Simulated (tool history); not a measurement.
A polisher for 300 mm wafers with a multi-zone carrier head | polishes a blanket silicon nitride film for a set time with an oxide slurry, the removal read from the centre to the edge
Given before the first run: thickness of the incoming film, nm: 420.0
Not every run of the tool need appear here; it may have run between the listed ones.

run	day	flow of slurry (ml/min)	pressure of the head's centre zone	pressure of the head's middle zone	pressure of the head's edge zone	abrasive content of the slurry	polishing time (s)	film removed at the wafer's centre (nm)	film removed at mid-radius (nm)	film removed at the wafer's edge (nm)
1	0.000	225	1.00	1.00	1.00	1.00	42	31.624	30.719	31.492
2	0.283	225	1.00	1.00	1.00	1.00	36	27.269	26.545	27.522
3	0.483	225	1.00	1.00	1.00	1.10	36	27.894	26.857	27.464
4	0.746	225	1.00	1.06	1.00	1.10	36	28.147	28.059	28.031
5	0.988	215	0.99	1.05	0.98	1.10	36	27.489	28.183	27.258
6	1.292	215	0.99	1.05	0.98	1.10	41	31.714	31.628	31.389
7	1.408	210	0.98	1.02	0.95	1.05	41	30.074	30.905	30.555
8	1.662	215	0.99	1.01	0.93	0.95	40	29.573	28.789	28.036
9	2.008	205	0.98	0.99	0.91	0.90	40	28.542	28.150	26.767

Expected results for the next run?
10	2.150	195	0.97	0.97	0.91	0.90	40	?	?	?

{"run 10": {"film removed at the wafer's centre (nm)": 28.153, "film removed at mid-radius (nm)": 27.27, "film removed at the wafer's edge (nm)": 27.472}}
